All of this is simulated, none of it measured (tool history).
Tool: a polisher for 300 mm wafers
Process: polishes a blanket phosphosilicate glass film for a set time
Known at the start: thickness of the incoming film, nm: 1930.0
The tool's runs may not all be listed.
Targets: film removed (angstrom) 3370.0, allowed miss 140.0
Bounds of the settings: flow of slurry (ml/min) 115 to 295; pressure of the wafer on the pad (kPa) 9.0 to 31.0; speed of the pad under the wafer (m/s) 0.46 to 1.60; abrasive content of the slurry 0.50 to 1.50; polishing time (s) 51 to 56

run	hour	flow of slurry (ml/min)	pressure of the wafer on the pad (kPa)	speed of the pad under the wafer (m/s)	abrasive content of the slurry	polishing time (s)	film removed (angstrom)
1	0.0	190	20.0	1.02	1.00	56	4145.4
2	5.5	190	19.3	1.02	1.00	56	3941.3
3	9.2	190	19.3	1.02	1.20	56	4220.5
4	10.9	190	18.6	1.02	1.20	56	4076.5
5	19.6	190	18.6	1.02	1.20	56	4072.3
6	27.4	190	17.9	1.02	1.20	56	3884.4
7	32.7	190	17.9	1.02	1.20	56	3941.8
8	40.6	190	17.2	1.02	1.20	56	3775.1
9	49.1	190	16.5	1.02	1.20	56	3629.1

Which of these 5 next moves meets every target?
A	57.6	190	16.5	0.98	1.10	51	?
B	57.6	160	15.2	1.26	1.35	56	?
C	57.6	195	17.9	0.96	1.20	55	?
D	57.6	190	16.5	0.98	1.20	54	?
E	57.6	180	13.1	1.18	1.15	52	?

move	film removed (angstrom)
A	3141.0
B	4019.3
C	3713.9
D	3418.8
E	2975.6
A: takes the result that was furthest off past its target
B: further off than the last run
C: further off than the last run
D: meets every target
E: takes the result that was furthest off past its target
The right move is D.
